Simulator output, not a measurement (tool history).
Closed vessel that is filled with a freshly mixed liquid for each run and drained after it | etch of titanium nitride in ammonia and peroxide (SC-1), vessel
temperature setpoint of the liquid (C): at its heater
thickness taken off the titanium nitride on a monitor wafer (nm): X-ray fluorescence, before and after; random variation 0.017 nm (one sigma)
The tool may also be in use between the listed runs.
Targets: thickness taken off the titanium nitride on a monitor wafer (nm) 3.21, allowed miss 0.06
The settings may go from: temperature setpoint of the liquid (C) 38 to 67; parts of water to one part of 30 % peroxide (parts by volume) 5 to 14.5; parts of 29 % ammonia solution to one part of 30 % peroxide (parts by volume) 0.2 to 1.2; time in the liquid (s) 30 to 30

run  hour  temperature setpoint of the liquid (C)  parts of water to one part of 30 % peroxide (parts by volume)  parts of 29 % ammonia solution to one part of 30 % peroxide (parts by volume)  time in the liquid (s)  thickness taken off the titanium nitride on a monitor wafer (nm)
  1     0                                      51                                                              8                                                                            0.9                      30                                                             4.064
  2   4.4                                      51                                                              6                                                                            0.9                      30                                                            4.6173
  3   5.7                                      50                                                              6                                                                            0.9                      30                                                            4.3148
  4  10.7                                      49                                                              6                                                                            0.9                      30                                                            4.0347
  5  17.4                                      43                                                              6                                                                            0.9                      30                                                            2.6532
  6    23                                    43.5                                                              6                                                                            0.9                      30                                                            2.7298
  7  31.9                                      44                                                              6                                                                            0.9                      30                                                            2.8197
  8    41                                    44.5                                                              6                                                                            0.9                      30                                                            2.9241

Which of these 4 next moves meets every target?
  A  50.1                                    49.5                                                            9.5                                                                           0.55                      30                                                                 ?
  B  50.1                                      47                                                              8                                                                            1.2                      30                                                                 ?
  C  50.1                                      44                                                              5                                                                              1                      30                                                                 ?
  D  50.1                                      45                                                              6                                                                            0.9                      30                                                                 ?

move  thickness taken off the titanium nitride on a monitor wafer (nm)
   A                                                            3.0905
   B                                                            3.1781
   C                                                            3.0979
   D                                                            3.0319
A: nearer than the last run, and not there yet
B: meets every target
C: nearer than the last run, and not there yet
D: nearer than the last run, and not there yet
Move B is the one to make.
